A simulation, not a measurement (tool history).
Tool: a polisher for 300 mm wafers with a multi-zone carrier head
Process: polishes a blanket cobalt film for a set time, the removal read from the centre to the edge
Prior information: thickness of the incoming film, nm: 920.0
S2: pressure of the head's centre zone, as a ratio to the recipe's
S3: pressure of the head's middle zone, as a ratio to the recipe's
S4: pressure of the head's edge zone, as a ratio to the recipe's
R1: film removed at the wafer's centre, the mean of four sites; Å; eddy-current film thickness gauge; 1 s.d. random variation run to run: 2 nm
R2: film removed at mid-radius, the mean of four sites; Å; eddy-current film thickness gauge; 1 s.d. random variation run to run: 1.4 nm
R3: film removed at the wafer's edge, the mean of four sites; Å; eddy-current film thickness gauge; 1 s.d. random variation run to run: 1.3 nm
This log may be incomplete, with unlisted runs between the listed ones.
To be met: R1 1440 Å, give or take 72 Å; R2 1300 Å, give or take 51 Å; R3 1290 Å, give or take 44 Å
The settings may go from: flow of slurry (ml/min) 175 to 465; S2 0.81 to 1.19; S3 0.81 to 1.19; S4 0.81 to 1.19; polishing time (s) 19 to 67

{"run": 1, "hour": 0.0, "flow of slurry (ml/min)": 295, "S2": 1, "S3": 1, "S4": 1, "polishing time (s)": 43, "R1": 1556.1, "R2": 1508.1, "R3": 1460.4}
{"run": 2, "hour": 6.5, "flow of slurry (ml/min)": 235, "S2": 1, "S3": 1, "S4": 1, "polishing time (s)": 43, "R1": 1461.6, "R2": 1463.9, "R3": 1475.8}
{"run": 3, "hour": 13.9, "flow of slurry (ml/min)": 245, "S2": 1.01, "S3": 0.98, "S4": 0.97, "polishing time (s)": 42, "R1": 1470.2, "R2": 1396.4, "R3": 1377.3}
{"run": 4, "hour": 20.3, "flow of slurry (ml/min)": 240, "S2": 1.01, "S3": 0.97, "S4": 0.95, "polishing time (s)": 42, "R1": 1424.6, "R2": 1372.7, "R3": 1363.7}
{"run": 5, "hour": 21.1, "flow of slurry (ml/min)": 240, "S2": 1.06, "S3": 0.97, "S4": 0.95, "polishing time (s)": 42, "R1": 1504.3, "R2": 1361, "R3": 1375.6}
{"run": 6, "hour": 24.9, "flow of slurry (ml/min)": 240, "S2": 1.06, "S3": 1.03, "S4": 0.95, "polishing time (s)": 42, "R1": 1475.3, "R2": 1435.7, "R3": 1393.9}
{"run": 7, "hour": 26.0, "flow of slurry (ml/min)": 235, "S2": 1.06, "S3": 1.01, "S4": 0.93, "polishing time (s)": 42, "R1": 1510.1, "R2": 1393.6, "R3": 1383.4}
{"run": 8, "hour": 28.1, "flow of slurry (ml/min)": 235, "S2": 1.05, "S3": 1, "S4": 0.91, "polishing time (s)": 42, "R1": 1492.2, "R2": 1433, "R3": 1365.4}
{"run": 9, "hour": 31.9, "flow of slurry (ml/min)": 235, "S2": 1.05, "S3": 1, "S4": 0.91, "polishing time (s)": 42, "R1": 1493.9, "R2": 1426.2, "R3": 1358.7}
{"run": 10, "hour": 38.8, "flow of slurry (ml/min)": 230, "S2": 1.05, "S3": 0.98, "S4": 0.91, "polishing time (s)": 42, "R1": 1537.8, "R2": 1385.2, "R3": 1362.9}

Which one of the following 4 next-run settings gets every result inside its allowed miss? There is exactly one.
{"run": "A", "hour": 45.7, "flow of slurry (ml/min)": 300, "S2": 1.03, "S3": 0.99, "S4": 0.9, "polishing time (s)": 43, "R1": "?", "R2": "?", "R3": "?"}
{"run": "B", "hour": 45.7, "flow of slurry (ml/min)": 335, "S2": 1, "S3": 1.06, "S4": 0.94, "polishing time (s)": 35, "R1": "?", "R2": "?", "R3": "?"}
{"run": "C", "hour": 45.7, "flow of slurry (ml/min)": 255, "S2": 1.13, "S3": 0.87, "S4": 0.86, "polishing time (s)": 43, "R1": "?", "R2": "?", "R3": "?"}
{"run": "D", "hour": 45.7, "flow of slurry (ml/min)": 300, "S2": 1.01, "S3": 0.92, "S4": 0.83, "polishing time (s)": 41, "R1": "?", "R2": "?", "R3": "?"}

move=A R1=1578.1 R2=1463.2 R3=1405.8
move=B R1=1262.7 R2=1275.7 R3=1176.4
move=C R1=1694.7 R2=1289 R3=1359.4
move=D R1=1474.6 R2=1312.7 R3=1293.7
A: the biggest miss grows against the last run
B: brings the last run's worst result on target, with another outside its allowed miss
C: brings the last run's worst result on target, with another outside its allowed miss
D: hits every target within its allowed miss
D is the move that brings every result within its allowed miss.
